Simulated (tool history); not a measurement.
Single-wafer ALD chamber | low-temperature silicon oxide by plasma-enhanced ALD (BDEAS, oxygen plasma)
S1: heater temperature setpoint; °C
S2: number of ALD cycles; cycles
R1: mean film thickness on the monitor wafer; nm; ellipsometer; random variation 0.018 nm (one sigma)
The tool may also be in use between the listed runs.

run 1 hour=0 | S1=95 S2=50 | R1=7.0459
run 2 hour=3.9 | S1=84 S2=50 | R1=7.3645
run 3 hour=6.4 | S1=93 S2=50 | R1=7.1032
run 4 hour=12.9 | S1=93 S2=57 | R1=8.1133
run 5 hour=21.1 | S1=96 S2=55 | R1=7.7222
run 6 hour=24.2 | S1=99 S2=53 | R1=7.3133
run 7 hour=29 | S1=102 S2=51 | R1=7.0588
run 8 hour=30.5 | S1=104 S2=49 | R1=6.7491
run 9 hour=35.7 | S1=116 S2=41 | R1=5.4779

Run 10 comes next. What will it give?
run 10 hour=38.4 | S1=115 S2=41 | R1=?

R1: 5.4825 nm

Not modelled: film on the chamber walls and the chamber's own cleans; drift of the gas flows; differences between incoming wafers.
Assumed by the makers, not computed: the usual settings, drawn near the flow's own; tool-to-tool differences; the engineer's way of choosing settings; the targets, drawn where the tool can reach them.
